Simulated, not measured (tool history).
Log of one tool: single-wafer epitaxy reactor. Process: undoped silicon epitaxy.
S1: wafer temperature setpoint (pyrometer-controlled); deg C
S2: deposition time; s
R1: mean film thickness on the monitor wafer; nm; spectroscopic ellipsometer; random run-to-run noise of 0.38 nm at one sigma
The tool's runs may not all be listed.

run	hour	S1	S2	R1
1	0.0	650	479	73.812
2	4.1	652	479	76.929
3	10.0	652	415	66.259
4	13.0	654	416	69.795
5	17.0	658	416	75.060
6	19.7	658	390	70.213
7	26.3	660	391	72.972

Forecast run 8:
8	30.9	662	392	?

{"run 8": {"R1": 76.0}}
